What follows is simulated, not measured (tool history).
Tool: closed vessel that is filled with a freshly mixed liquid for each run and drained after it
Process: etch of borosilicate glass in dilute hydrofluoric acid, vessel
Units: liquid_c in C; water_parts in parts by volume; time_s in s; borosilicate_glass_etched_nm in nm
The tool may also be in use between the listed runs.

{"run": 1, "hour": 0.0, "liquid_c": 26, "water_parts": 190, "time_s": 30, "borosilicate_glass_etched_nm": 5.636}
{"run": 2, "hour": 1.1, "liquid_c": 24.5, "water_parts": 200, "time_s": 30, "borosilicate_glass_etched_nm": 5.0177}
{"run": 3, "hour": 3.8, "liquid_c": 21, "water_parts": 200, "time_s": 30, "borosilicate_glass_etched_nm": 4.3833}
{"run": 4, "hour": 13.1, "liquid_c": 21, "water_parts": 200, "time_s": 30, "borosilicate_glass_etched_nm": 4.38}
{"run": 5, "hour": 21.3, "liquid_c": 20.5, "water_parts": 210, "time_s": 30, "borosilicate_glass_etched_nm": 4.0735}
{"run": 6, "hour": 30.6, "liquid_c": 20.5, "water_parts": 180, "time_s": 30, "borosilicate_glass_etched_nm": 4.864}
{"run": 7, "hour": 35.9, "liquid_c": 20, "water_parts": 195, "time_s": 30, "borosilicate_glass_etched_nm": 4.3538}
{"run": 8, "hour": 43.0, "liquid_c": 19.5, "water_parts": 205, "time_s": 30, "borosilicate_glass_etched_nm": 4.0156}

The next listed run, before its measurement:
{"run": 9, "hour": 44.1, "liquid_c": 19, "water_parts": 210, "time_s": 30, "borosilicate_glass_etched_nm": "?"}

Run 9 gave borosilicate_glass_etched_nm 3.8297 nm.
